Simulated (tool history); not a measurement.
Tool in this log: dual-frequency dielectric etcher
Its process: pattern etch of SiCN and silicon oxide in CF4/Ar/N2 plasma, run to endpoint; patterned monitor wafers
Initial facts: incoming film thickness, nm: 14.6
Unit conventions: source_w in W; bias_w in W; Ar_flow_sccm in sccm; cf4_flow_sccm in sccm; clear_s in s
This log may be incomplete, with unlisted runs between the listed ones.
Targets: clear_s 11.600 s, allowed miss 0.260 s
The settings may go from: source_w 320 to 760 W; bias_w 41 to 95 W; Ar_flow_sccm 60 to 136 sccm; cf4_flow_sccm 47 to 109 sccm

run 1 day=0.000 | source_w=540 bias_w=68 Ar_flow_sccm=98 cf4_flow_sccm=78 | clear_s=13.782
run 2 day=0.075 | source_w=540 bias_w=68 Ar_flow_sccm=90 cf4_flow_sccm=78 | clear_s=13.495
run 3 day=0.300 | source_w=570 bias_w=68 Ar_flow_sccm=90 cf4_flow_sccm=78 | clear_s=13.062
run 4 day=0.346 | source_w=510 bias_w=68 Ar_flow_sccm=90 cf4_flow_sccm=78 | clear_s=14.608
run 5 day=0.446 | source_w=510 bias_w=68 Ar_flow_sccm=90 cf4_flow_sccm=91 | clear_s=14.075
run 6 day=0.692 | source_w=450 bias_w=68 Ar_flow_sccm=90 cf4_flow_sccm=91 | clear_s=15.654
-- day=0.788 bias power generator calibrated
run 7 day=0.788 | source_w=510 bias_w=69 Ar_flow_sccm=90 cf4_flow_sccm=91 | clear_s=14.066
run 8 day=0.879 | source_w=550 bias_w=69 Ar_flow_sccm=90 cf4_flow_sccm=91 | clear_s=13.231
run 9 day=1.075 | source_w=580 bias_w=69 Ar_flow_sccm=90 cf4_flow_sccm=91 | clear_s=12.588

Consider the 5 candidate settings below. Which is the only one whose results all fall within their allowed miss of target?
run A day=1.271 | source_w=550 bias_w=87 Ar_flow_sccm=86 cf4_flow_sccm=96 | clear_s=?
run B day=1.271 | source_w=530 bias_w=77 Ar_flow_sccm=90 cf4_flow_sccm=84 | clear_s=?
run C day=1.271 | source_w=630 bias_w=64 Ar_flow_sccm=87 cf4_flow_sccm=99 | clear_s=?
run D day=1.271 | source_w=550 bias_w=67 Ar_flow_sccm=80 cf4_flow_sccm=88 | clear_s=?
run E day=1.271 | source_w=580 bias_w=78 Ar_flow_sccm=76 cf4_flow_sccm=80 | clear_s=?

move=A clear_s=12.253
move=B clear_s=13.462
move=C clear_s=11.751
move=D clear_s=13.190
move=E clear_s=12.096
A: closer than the last run, but not yet in spec
B: lands further from the targets than the last run did
C: each result inside its tolerance
D: lands further from the targets than the last run did
E: closer than the last run, but not yet in spec
So the answer is move C, the one that meets all the targets.

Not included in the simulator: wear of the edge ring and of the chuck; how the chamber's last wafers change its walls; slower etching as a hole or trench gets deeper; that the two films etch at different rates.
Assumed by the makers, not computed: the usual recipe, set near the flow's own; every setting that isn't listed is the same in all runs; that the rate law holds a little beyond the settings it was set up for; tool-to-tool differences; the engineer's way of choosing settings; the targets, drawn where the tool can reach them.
